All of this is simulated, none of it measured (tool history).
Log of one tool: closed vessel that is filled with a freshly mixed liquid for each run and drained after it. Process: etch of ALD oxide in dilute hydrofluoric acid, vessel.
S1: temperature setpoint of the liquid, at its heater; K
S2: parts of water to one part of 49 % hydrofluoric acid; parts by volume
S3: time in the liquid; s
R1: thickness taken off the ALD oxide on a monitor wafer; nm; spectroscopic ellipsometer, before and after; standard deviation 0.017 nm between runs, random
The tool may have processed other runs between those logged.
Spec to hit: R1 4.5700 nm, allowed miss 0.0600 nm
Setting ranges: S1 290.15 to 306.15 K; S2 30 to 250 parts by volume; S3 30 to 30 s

Run 1, day 0.000: S1 298.15 K, S2 140 parts by volume, S3 30 s. Result: R1 3.8153 nm.
Run 2, day 0.254: S1 298.15 K, S2 90 parts by volume, S3 30 s. Result: R1 6.2732 nm.
Run 3, day 0.512: S1 298.15 K, S2 90 parts by volume, S3 30 s. Result: R1 6.3253 nm.
Run 4, day 0.688: S1 298.15 K, S2 90 parts by volume, S3 30 s. Result: R1 6.3331 nm.
Run 5, day 0.992: S1 298.15 K, S2 90 parts by volume, S3 30 s. Result: R1 6.3346 nm.
Run 6, day 1.108: S1 298.15 K, S2 50 parts by volume, S3 30 s. Result: R1 11.9520 nm.
Run 7, day 1.225: S1 296.65 K, S2 60 parts by volume, S3 30 s. Result: R1 9.3087 nm.
Run 8, day 1.558: S1 295.15 K, S2 70 parts by volume, S3 30 s. Result: R1 7.3778 nm.
Run 9, day 1.621: S1 291.15 K, S2 85 parts by volume, S3 30 s. Result: R1 5.0310 nm.
Run 10, day 1.908: S1 290.65 K, S2 85 parts by volume, S3 30 s. Result: R1 4.9395 nm.
Run 11, day 2.196: S1 290.65 K, S2 85 parts by volume, S3 30 s. Result: R1 4.9446 nm.

Next run, 5 choices. One meets every target within its allowed miss, the rest don't. Which?
Run A, day 2.483: S1 290.15 K, S2 90 parts by volume, S3 30 s. Result: R1 ?.
Run B, day 2.483: S1 291.15 K, S2 95 parts by volume, S3 30 s. Result: R1 ?.
Run C, day 2.483: S1 292.15 K, S2 100 parts by volume, S3 30 s. Result: R1 ?.
Run D, day 2.483: S1 290.15 K, S2 75 parts by volume, S3 30 s. Result: R1 ?.
Run E, day 2.483: S1 290.65 K, S2 95 parts by volume, S3 30 s. Result: R1 ?.

move      R1
   A  4.5657
   B  4.4878
   C  4.4210
   D  5.5673
   E  4.3945
A: every result lands within tolerance
B: takes the biggest miss from the last run beyond its target
C: takes the biggest miss from the last run beyond its target
D: the biggest miss grows against the last run
E: takes the biggest miss from the last run beyond its target
The move that meets every target is A.
